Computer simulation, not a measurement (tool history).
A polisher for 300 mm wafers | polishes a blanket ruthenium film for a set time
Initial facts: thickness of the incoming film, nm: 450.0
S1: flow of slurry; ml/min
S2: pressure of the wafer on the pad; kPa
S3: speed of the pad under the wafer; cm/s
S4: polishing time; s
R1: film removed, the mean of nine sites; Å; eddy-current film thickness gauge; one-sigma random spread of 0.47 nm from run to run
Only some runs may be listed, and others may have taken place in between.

run	hour	S1	S2	S3	S4	R1
1	0.0	285	15.9	80	81	689.49
2	5.0	285	15.9	64	81	540.05
3	12.5	285	15.2	64	81	538.63
4	15.3	285	15.2	84	81	718.19
5	17.9	285	14.5	80	81	650.73
6	19.6	285	13.8	78	81	621.82
7	21.2	275	9.7	56	81	347.42

Run 8, settings as shown, results not yet in. Your forecast:
8	24.8	275	9.0	56	81	?

R1: 341.70 Å
